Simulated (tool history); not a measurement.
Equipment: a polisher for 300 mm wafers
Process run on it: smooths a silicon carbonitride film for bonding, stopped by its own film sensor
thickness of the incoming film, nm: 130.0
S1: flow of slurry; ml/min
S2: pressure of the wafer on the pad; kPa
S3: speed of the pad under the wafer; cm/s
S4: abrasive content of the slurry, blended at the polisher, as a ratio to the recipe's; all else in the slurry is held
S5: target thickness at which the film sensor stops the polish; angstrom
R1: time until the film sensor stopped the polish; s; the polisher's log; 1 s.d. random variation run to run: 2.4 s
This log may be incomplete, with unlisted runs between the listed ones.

run 1 hour=0 | S1=305 S2=9.7 S3=110 S4=1 S5=1030 | R1=123.91
run 2 hour=4.7 | S1=305 S2=11.7 S3=110 S4=1 S5=1030 | R1=104.16
run 3 hour=6.3 | S1=305 S2=9.7 S3=110 S4=1 S5=1030 | R1=124.16
run 4 hour=10.2 | S1=305 S2=9.7 S3=126 S4=1 S5=1030 | R1=108.44
run 5 hour=18 | S1=305 S2=9.7 S3=126 S4=1 S5=1030 | R1=111.8
run 6 hour=19.1 | S1=305 S2=9.7 S3=126 S4=1 S5=1020 | R1=111.41

Predict the results of run 7:
run 7 hour=24 | S1=305 S2=8.3 S3=124 S4=1 S5=1020 | R1=?

{"run 7": {"R1": 135.9}}
